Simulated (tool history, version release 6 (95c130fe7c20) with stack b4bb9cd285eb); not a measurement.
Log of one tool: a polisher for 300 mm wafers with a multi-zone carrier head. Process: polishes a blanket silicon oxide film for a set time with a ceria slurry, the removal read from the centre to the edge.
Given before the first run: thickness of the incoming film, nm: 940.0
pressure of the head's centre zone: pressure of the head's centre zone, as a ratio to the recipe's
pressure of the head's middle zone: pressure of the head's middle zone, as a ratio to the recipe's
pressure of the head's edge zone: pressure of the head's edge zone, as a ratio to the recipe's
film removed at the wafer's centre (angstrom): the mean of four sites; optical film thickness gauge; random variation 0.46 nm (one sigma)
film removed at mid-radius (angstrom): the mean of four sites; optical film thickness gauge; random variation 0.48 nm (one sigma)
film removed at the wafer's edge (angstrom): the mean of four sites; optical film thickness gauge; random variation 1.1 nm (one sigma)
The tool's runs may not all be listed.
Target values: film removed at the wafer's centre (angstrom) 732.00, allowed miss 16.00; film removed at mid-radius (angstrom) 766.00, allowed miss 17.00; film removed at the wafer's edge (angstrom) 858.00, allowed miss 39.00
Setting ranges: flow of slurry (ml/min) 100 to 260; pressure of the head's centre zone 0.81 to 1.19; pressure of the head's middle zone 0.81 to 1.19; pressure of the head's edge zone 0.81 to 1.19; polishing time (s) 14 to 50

run  hour  flow of slurry (ml/min)  pressure of the head's centre zone  pressure of the head's middle zone  pressure of the head's edge zone  polishing time (s)  film removed at the wafer's centre (angstrom)  film removed at mid-radius (angstrom)  film removed at the wafer's edge (angstrom)
  1   0.0                      165                                1.00                                1.00                              1.00                  32                                        1823.40                                1803.60                                      1725.00
  2   5.4                      155                                0.97                                0.97                              0.97                  29                                        1558.90                                1566.30                                      1543.60
  3  10.6                      155                                0.97                                0.97                              0.97                  36                                        1954.40                                1956.80                                      1886.00
  4  19.0                      155                                0.97                                0.97                              1.02                  36                                        1972.40                                1952.80                                      1910.80
  5  20.1                      155                                0.97                                1.03                              1.02                  36                                        1958.90                                2032.00                                      1908.30
  6  24.3                      145                                0.94                                0.99                              0.98                  32                                        1661.00                                1732.80                                      1626.80
  7  31.3                      135                                0.92                                0.96                              0.96                  29                                        1441.60                                1521.10                                      1463.70
  8  33.0                      135                                0.92                                0.96                              0.96                  29                                        1445.50                                1506.70                                      1453.10
  9  36.9                      130                                0.90                                0.93                              0.95                  26                                        1259.10                                1325.50                                      1312.00
 10  38.4                      130                                0.90                                0.93                              0.95                  26                                        1266.20                                1305.50                                      1293.60
 11  43.2                      125                                0.88                                0.92                              0.96                  24                                        1120.70                                1192.20                                      1208.60
     51.2  -- centre zone pressure recalibrated
 12  51.2                      120                                0.88                                0.91                              0.96                  22                                         960.01                                1072.40                                      1087.50
 13  55.1                      120                                0.93                                0.91                              0.99                  21                                         975.40                                1024.00                                      1063.80
 14  57.2                      115                                0.95                                0.91                              1.02                  20                                         923.20                                 962.21                                      1022.00
 15  65.3                      115                                0.96                                0.91                              1.04                  19                                         888.76                                 903.31                                       990.52
 16  73.5                      115                                0.96                                0.91                              1.04                  18                                         840.96                                 865.88                                       927.05
 17  74.9                      115                                0.96                                0.91                              1.05                  18                                         843.28                                 863.81                                       911.02
 18  77.6                      115                                0.95                                0.90                              1.06                  18                                         838.37                                 858.25                                       922.38
 19  85.8                      115                                0.95                                0.90                              1.06                  18                                         837.92                                 860.94                                       941.15

Pick the move, out of 5, that brings all results within their allowed miss; only one does.
  A  94.0                      150                                0.99                                0.99                              1.04                  14                                              ?                                      ?                                            ?
  B  94.0                      120                                0.82                                0.83                              1.13                  18                                              ?                                      ?                                            ?
  C  94.0                      105                                0.96                                0.95                              1.01                  17                                              ?                                      ?                                            ?
  D  94.0                      130                                0.87                                0.86                              1.05                  16                                              ?                                      ?                                            ?
  E  94.0                      175                                0.90                                0.86                              1.09                  15                                              ?                                      ?                                            ?

move  film removed at the wafer's centre (angstrom)  film removed at mid-radius (angstrom)  film removed at the wafer's edge (angstrom)
   A                                         728.39                                 765.87                                       753.97
   B                                         727.10                                 819.77                                       972.76
   C                                         769.00                                 820.33                                       845.76
   D                                         703.09                                 763.51                                       846.71
   E                                         732.80                                 762.36                                       845.66
A: meets the target for the result that was furthest off, but another lies outside its allowed miss
B: meets the target for the result that was furthest off, but another lies outside its allowed miss
C: closer than the last run, but not yet in spec
D: moves the result that the last run missed by most past its target, out the other side
E: each result inside its tolerance
Answer: E
